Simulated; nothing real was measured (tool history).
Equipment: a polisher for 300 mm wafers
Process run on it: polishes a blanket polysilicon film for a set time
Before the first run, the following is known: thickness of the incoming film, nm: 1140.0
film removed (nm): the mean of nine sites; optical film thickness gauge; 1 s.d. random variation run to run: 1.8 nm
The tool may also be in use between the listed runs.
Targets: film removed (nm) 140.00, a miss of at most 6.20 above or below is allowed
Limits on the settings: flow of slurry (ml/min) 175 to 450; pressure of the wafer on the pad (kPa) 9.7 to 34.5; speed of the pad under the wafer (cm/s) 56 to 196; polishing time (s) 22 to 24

run  hour  flow of slurry (ml/min)  pressure of the wafer on the pad (kPa)  speed of the pad under the wafer (cm/s)  polishing time (s)  film removed (nm)
  1   0.0                      290                                    22.1                                      126                  24             232.04
  2   3.1                      290                                    17.9                                      126                  24             189.56
  3   7.3                      290                                    17.2                                      126                  24             182.00
  4  13.1                      290                                    20.0                                      126                  24             213.25
  5  17.1                      290                                    20.0                                      126                  24             210.95
  6  24.5                      290                                    18.6                                      126                  24             196.30
  7  32.4                      290                                    17.9                                      126                  24             190.82
  8  39.6                      290                                    17.2                                      126                  24             182.65
  9  40.5                      290                                    17.2                                      126                  24             185.83
 10  47.4                      290                                    16.5                                      126                  24             176.32
 11  54.1                      290                                    15.9                                      126                  24             166.88
 12  57.0                      290                                    15.2                                      126                  24             160.85
 13  62.4                      290                                    14.5                                      126                  24             158.02

Which one of the following 4 next-run settings gets every result inside its allowed miss? There is exactly one.
  A  67.8                      230                                    14.5                                      112                  22                  ?
  B  67.8                      255                                    16.5                                      116                  23                  ?
  C  67.8                      330                                    13.1                                      138                  23                  ?
  D  67.8                      345                                    12.4                                      134                  23                  ?

move  film removed (nm)
   A             125.33
   B             155.40
   C             150.18
   D             139.11
A: the result that was furthest off in the last run now lies on the other side of its target
B: moves toward the targets from the last run without getting all of them in spec
C: moves toward the targets from the last run without getting all of them in spec
D: hits every target within its allowed miss
So the answer is move D, the one that meets all the targets.
